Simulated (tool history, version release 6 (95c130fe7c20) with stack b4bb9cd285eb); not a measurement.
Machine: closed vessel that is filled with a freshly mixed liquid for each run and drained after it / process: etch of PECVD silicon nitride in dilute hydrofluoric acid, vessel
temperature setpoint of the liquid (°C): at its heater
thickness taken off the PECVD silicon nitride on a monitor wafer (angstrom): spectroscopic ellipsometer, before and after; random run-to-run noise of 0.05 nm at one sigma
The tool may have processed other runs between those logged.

| run | hour | temperature setpoint of the liquid (°C) | parts of water to one part of 49 % hydrofluoric acid (parts by volume) | time in the liquid (s) | thickness taken off the PECVD silicon nitride on a monitor wafer (angstrom) |
|---|---|---|---|---|---|
| 1 | 0.0 | 24.0 | 75 | 600 | 150.58 |
| 2 | 8.7 | 25.5 | 75 | 600 | 165.98 |
| 3 | 13.3 | 25.0 | 75 | 600 | 160.16 |
| 4 | 15.2 | 23.0 | 75 | 600 | 140.30 |
| 5 | 17.5 | 25.5 | 75 | 600 | 165.78 |
| 6 | 18.5 | 25.0 | 75 | 600 | 160.04 |
| 7 | 23.4 | 24.5 | 75 | 600 | 155.06 |
| 8 | 30.2 | 24.0 | 75 | 600 | 150.08 |

What will run 9 give?
| 9 | 33.6 | 22.0 | 75 | 600 | ? |

{"run 9": {"thickness taken off the PECVD silicon nitride on a monitor wafer (angstrom)": 130.86}}

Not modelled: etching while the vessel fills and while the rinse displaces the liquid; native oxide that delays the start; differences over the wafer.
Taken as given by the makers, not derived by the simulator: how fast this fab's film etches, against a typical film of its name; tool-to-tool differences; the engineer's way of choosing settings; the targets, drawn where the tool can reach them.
